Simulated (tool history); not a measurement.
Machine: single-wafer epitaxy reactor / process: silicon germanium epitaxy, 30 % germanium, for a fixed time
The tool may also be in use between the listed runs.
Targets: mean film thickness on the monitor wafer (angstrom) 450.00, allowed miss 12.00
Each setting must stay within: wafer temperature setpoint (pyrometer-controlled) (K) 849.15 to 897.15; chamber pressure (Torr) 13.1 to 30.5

run  hour  wafer temperature setpoint (pyrometer-controlled) (K)  chamber pressure (Torr)  mean film thickness on the monitor wafer (angstrom)
  1   0.0                                                 873.15                     21.8                                               548.11
  2   7.4                                                 873.15                     24.8                                               574.13
  3   9.4                                                 873.15                     26.7                                               589.40
  4  16.7                                                 869.15                     26.7                                               549.00
  5  25.6                                                 869.15                     28.7                                               562.59
  6  30.4                                                 867.15                     28.6                                               542.78
  7  38.8                                                 865.15                     28.5                                               524.45
  8  44.6                                                 863.15                     28.4                                               505.88
  9  46.3                                                 855.15                     28.1                                               435.51

4 next moves are on the table. One of them brings every result within its allowed miss. Which?
  A  48.0                                                 860.15                     27.8                                                    ?
  B  48.0                                                 857.15                     28.1                                                    ?
  C  48.0                                                 854.15                     27.6                                                    ?
  D  48.0                                                 853.15                     26.6                                                    ?

move  mean film thickness on the monitor wafer (angstrom)
   A                                               474.77
   B                                               451.57
   C                                               424.98
   D                                               411.88
A: pushes the last run's worst result past its target
B: all results land within tolerance of their targets
C: moves away from the targets compared with the last run
D: moves away from the targets compared with the last run
The move that meets every target is B.

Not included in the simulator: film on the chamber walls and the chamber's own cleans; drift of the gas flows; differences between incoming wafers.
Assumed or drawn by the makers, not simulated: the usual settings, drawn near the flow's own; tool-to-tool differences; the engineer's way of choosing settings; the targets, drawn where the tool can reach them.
